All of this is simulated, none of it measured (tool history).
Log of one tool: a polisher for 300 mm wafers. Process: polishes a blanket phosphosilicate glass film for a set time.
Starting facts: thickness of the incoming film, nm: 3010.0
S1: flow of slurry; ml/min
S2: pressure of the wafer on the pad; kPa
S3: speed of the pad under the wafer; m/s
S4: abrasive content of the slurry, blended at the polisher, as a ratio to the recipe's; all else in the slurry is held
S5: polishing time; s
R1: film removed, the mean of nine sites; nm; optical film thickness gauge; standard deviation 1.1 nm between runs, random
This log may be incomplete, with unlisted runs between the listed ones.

run 1 day=0.000 | S1=205 S2=27.6 S3=1.24 S4=1.0 S5=23 | R1=269.95
run 2 day=0.171 | S1=205 S2=27.6 S3=1.24 S4=1.0 S5=23 | R1=273.95
run 3 day=0.450 | S1=205 S2=27.6 S3=1.24 S4=1.1 S5=23 | R1=280.46
run 4 day=0.496 | S1=200 S2=23.4 S3=1.16 S4=1.1 S5=23 | R1=229.79
run 5 day=0.608 | S1=200 S2=20.0 S3=1.08 S4=1.1 S5=23 | R1=185.51
run 6 day=0.779 | S1=200 S2=20.0 S3=1.30 S4=1.1 S5=23 | R1=213.39
run 7 day=0.912 | S1=200 S2=17.9 S3=1.22 S4=1.1 S5=23 | R1=182.89
run 8 day=1.275 | S1=200 S2=16.5 S3=1.18 S4=1.1 S5=23 | R1=164.37

Run 9 comes next. What will it give?
run 9 day=1.517 | S1=200 S2=15.2 S3=1.16 S4=1.1 S5=23 | R1=?

R1: 149.66 nm

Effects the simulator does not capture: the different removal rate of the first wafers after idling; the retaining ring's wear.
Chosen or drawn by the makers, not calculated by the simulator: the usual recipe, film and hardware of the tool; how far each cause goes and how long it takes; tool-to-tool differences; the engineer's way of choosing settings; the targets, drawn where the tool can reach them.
